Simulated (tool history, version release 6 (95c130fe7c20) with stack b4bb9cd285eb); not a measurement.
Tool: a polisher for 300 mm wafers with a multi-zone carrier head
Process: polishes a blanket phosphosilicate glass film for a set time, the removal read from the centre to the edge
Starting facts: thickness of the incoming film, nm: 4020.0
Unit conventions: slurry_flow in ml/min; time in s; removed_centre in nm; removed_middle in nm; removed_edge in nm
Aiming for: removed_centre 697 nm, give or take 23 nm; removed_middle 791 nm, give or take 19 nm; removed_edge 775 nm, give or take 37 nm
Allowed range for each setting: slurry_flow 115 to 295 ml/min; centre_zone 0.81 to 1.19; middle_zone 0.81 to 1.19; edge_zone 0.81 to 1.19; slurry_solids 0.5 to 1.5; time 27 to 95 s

Run 1, hour 0: slurry_flow 190 ml/min, centre_zone 1, middle_zone 1, edge_zone 1, slurry_solids 1, time 61 s. Result: removed_centre 529.59 nm, removed_middle 532.16 nm, removed_edge 533.58 nm.
Run 2, hour 1.6: slurry_flow 195 ml/min, centre_zone 1, middle_zone 1.02, edge_zone 1.03, slurry_solids 1.1, time 61 s. Result: removed_centre 555.09 nm, removed_middle 562.45 nm, removed_edge 576.48 nm.
Run 3, hour 2.2: slurry_flow 195 ml/min, centre_zone 0.94, middle_zone 1.02, edge_zone 1.03, slurry_solids 1.1, time 61 s. Result: removed_centre 517.03 nm, removed_middle 560.5 nm, removed_edge 577.11 nm.
Run 4, hour 7.3: slurry_flow 195 ml/min, centre_zone 1.02, middle_zone 1.02, edge_zone 1.03, slurry_solids 1.1, time 61 s. Result: removed_centre 566.05 nm, removed_middle 563.02 nm, removed_edge 587.51 nm.
Run 5, hour 8.7: slurry_flow 195 ml/min, centre_zone 1.02, middle_zone 1.06, edge_zone 1.03, slurry_solids 1.1, time 61 s. Result: removed_centre 555.31 nm, removed_middle 581.83 nm, removed_edge 587.47 nm.
Run 6, hour 10: slurry_flow 195 ml/min, centre_zone 1.02, middle_zone 1.06, edge_zone 1.03, slurry_solids 1.1, time 67 s. Result: removed_centre 628.24 nm, removed_middle 634.43 nm, removed_edge 632.19 nm.
Run 7, hour 13.9: slurry_flow 205 ml/min, centre_zone 1.02, middle_zone 1.08, edge_zone 1.04, slurry_solids 1.15, time 67 s. Result: removed_centre 631.34 nm, removed_middle 666.28 nm, removed_edge 658.94 nm.
Run 8, hour 22.2: slurry_flow 210 ml/min, centre_zone 1.03, middle_zone 1.1, edge_zone 1.05, slurry_solids 1.15, time 67 s. Result: removed_centre 653.19 nm, removed_middle 666.82 nm, removed_edge 659.6 nm.
Run 9, hour 23.4: slurry_flow 210 ml/min, centre_zone 1.02, middle_zone 1.11, edge_zone 1.06, slurry_solids 1.2, time 67 s. Result: removed_centre 642.84 nm, removed_middle 685.23 nm, removed_edge 664.36 nm.
Run 10, hour 26.2: slurry_flow 210 ml/min, centre_zone 1.02, middle_zone 1.12, edge_zone 1.08, slurry_solids 1.25, time 67 s. Result: removed_centre 671.94 nm, removed_middle 703.07 nm, removed_edge 686.66 nm.
Run 11, hour 29.1: slurry_flow 215 ml/min, centre_zone 1.01, middle_zone 1.13, edge_zone 1.09, slurry_solids 1.3, time 67 s. Result: removed_centre 652.38 nm, removed_middle 725.7 nm, removed_edge 702.74 nm.
Run 12, hour 35.5: slurry_flow 220 ml/min, centre_zone 1.01, middle_zone 1.14, edge_zone 1.1, slurry_solids 1.3, time 67 s. Result: removed_centre 666.24 nm, removed_middle 724.19 nm, removed_edge 703.02 nm.
Run 13, hour 42.4: slurry_flow 250 ml/min, centre_zone 0.95, middle_zone 1.19, edge_zone 1.18, slurry_solids 1.45, time 67 s. Result: removed_centre 669.48 nm, removed_middle 797.28 nm, removed_edge 778.24 nm.

Exercise: of the 4 proposed moves below, exactly one satisfies all targets within the stated allowed misses. Which move is it?
Run A, hour 49.3: slurry_flow 260 ml/min, centre_zone 0.96, middle_zone 1.17, edge_zone 1.05, slurry_solids 1.5, time 70 s. Result: removed_centre ?, removed_middle ?, removed_edge ?.
Run B, hour 49.3: slurry_flow 295 ml/min, centre_zone 1.09, middle_zone 1.19, edge_zone 1, slurry_solids 1.35, time 67 s. Result: removed_centre ?, removed_middle ?, removed_edge ?.
Run C, hour 49.3: slurry_flow 250 ml/min, centre_zone 0.96, middle_zone 1.14, edge_zone 1.13, slurry_solids 1.3, time 72 s. Result: removed_centre ?, removed_middle ?, removed_edge ?.
Run D, hour 49.3: slurry_flow 255 ml/min, centre_zone 0.9, middle_zone 1.19, edge_zone 1.12, slurry_solids 1.35, time 71 s. Result: removed_centre ?, removed_middle ?, removed_edge ?.

move  removed_centre  removed_middle  removed_edge
   A          712.81          837.67        757.73
   B          759.26          793.94        690.01
   C          694.24          799.88        767.43
   D          651.95          828.89        764.33
A: brings the last run's worst result on target, with another outside its allowed miss
B: carries the result that was furthest off beyond its target, to the other side
C: in spec on every target
D: its largest miss is bigger than the last run's
Answer: C
